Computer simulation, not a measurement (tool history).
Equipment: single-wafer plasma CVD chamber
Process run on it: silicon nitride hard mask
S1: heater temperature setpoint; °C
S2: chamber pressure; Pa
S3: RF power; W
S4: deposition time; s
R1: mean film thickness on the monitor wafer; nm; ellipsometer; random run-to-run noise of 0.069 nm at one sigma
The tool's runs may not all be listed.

Run 1, day 0.000: S1 410 °C, S2 203 Pa, S3 255 W, S4 25.5 s. Result: R1 24.348 nm.
Run 2, day 0.188: S1 410 °C, S2 203 Pa, S3 255 W, S4 24.3 s. Result: R1 23.243 nm.
Run 3, day 0.292: S1 410 °C, S2 203 Pa, S3 230 W, S4 24.3 s. Result: R1 21.515 nm.
Run 4, day 0.546: S1 410 °C, S2 213 Pa, S3 245 W, S4 24.5 s. Result: R1 23.036 nm.
Run 5, day 0.808: S1 410 °C, S2 221 Pa, S3 260 W, S4 24.7 s. Result: R1 24.497 nm.
Run 6, day 1.162: S1 410 °C, S2 221 Pa, S3 260 W, S4 25.5 s. Result: R1 25.262 nm.

Run 7 comes next. What will it give?
Run 7, day 1.329: S1 410 °C, S2 231 Pa, S3 265 W, S4 25.5 s. Result: R1 ?.

Run 7 gave R1 25.760 nm.
